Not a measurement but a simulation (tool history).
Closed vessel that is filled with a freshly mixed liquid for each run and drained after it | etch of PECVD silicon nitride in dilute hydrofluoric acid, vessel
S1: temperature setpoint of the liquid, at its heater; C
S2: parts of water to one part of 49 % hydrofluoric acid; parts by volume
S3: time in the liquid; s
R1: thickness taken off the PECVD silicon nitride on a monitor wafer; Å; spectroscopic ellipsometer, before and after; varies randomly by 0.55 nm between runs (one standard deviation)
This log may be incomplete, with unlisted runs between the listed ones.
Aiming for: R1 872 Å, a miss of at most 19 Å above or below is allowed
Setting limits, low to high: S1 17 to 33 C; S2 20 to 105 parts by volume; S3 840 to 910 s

{"run": 1, "hour": 0.0, "S1": 25, "S2": 55, "S3": 840, "R1": 412.71}
{"run": 2, "hour": 4.5, "S1": 26.5, "S2": 55, "S3": 840, "R1": 463.23}
{"run": 3, "hour": 9.7, "S1": 26.5, "S2": 55, "S3": 910, "R1": 500.13}
{"run": 4, "hour": 10.3, "S1": 24, "S2": 55, "S3": 910, "R1": 421.65}
{"run": 5, "hour": 16.8, "S1": 24, "S2": 55, "S3": 910, "R1": 420.44}
{"run": 6, "hour": 22.5, "S1": 25.5, "S2": 55, "S3": 910, "R1": 463.95}
{"run": 7, "hour": 30.6, "S1": 25.5, "S2": 55, "S3": 910, "R1": 466}
{"run": 8, "hour": 33.7, "S1": 27, "S2": 55, "S3": 910, "R1": 510.86}
{"run": 9, "hour": 41.3, "S1": 28, "S2": 55, "S3": 910, "R1": 553.38}
{"run": 10, "hour": 48.1, "S1": 28, "S2": 55, "S3": 910, "R1": 543.95}
{"run": 11, "hour": 54.4, "S1": 29, "S2": 55, "S3": 910, "R1": 589.01}
{"run": 12, "hour": 59.4, "S1": 33, "S2": 50, "S3": 910, "R1": 830.21}
{"run": 13, "hour": 65.2, "S1": 33, "S2": 45, "S3": 910, "R1": 917.52}
{"run": 14, "hour": 66.0, "S1": 32.5, "S2": 45, "S3": 910, "R1": 898.25}

5 candidate next runs follow, results not yet known. Just one meets every target within its allowed miss. Identify it.
{"run": "A", "hour": 66.8, "S1": 32, "S2": 40, "S3": 875, "R1": "?"}
{"run": "B", "hour": 66.8, "S1": 33, "S2": 45, "S3": 900, "R1": "?"}
{"run": "C", "hour": 66.8, "S1": 27.5, "S2": 30, "S3": 900, "R1": "?"}
{"run": "D", "hour": 66.8, "S1": 31.5, "S2": 40, "S3": 845, "R1": "?"}
{"run": "E", "hour": 66.8, "S1": 30, "S2": 35, "S3": 860, "R1": "?"}

move=A R1=929.28
move=B R1=906.6
move=C R1=944.45
move=D R1=869.13
move=E R1=915.34
A: misses by more than the last run did
B: misses by more than the last run did
C: misses by more than the last run did
D: all results in spec
E: misses by more than the last run did
Answer: D

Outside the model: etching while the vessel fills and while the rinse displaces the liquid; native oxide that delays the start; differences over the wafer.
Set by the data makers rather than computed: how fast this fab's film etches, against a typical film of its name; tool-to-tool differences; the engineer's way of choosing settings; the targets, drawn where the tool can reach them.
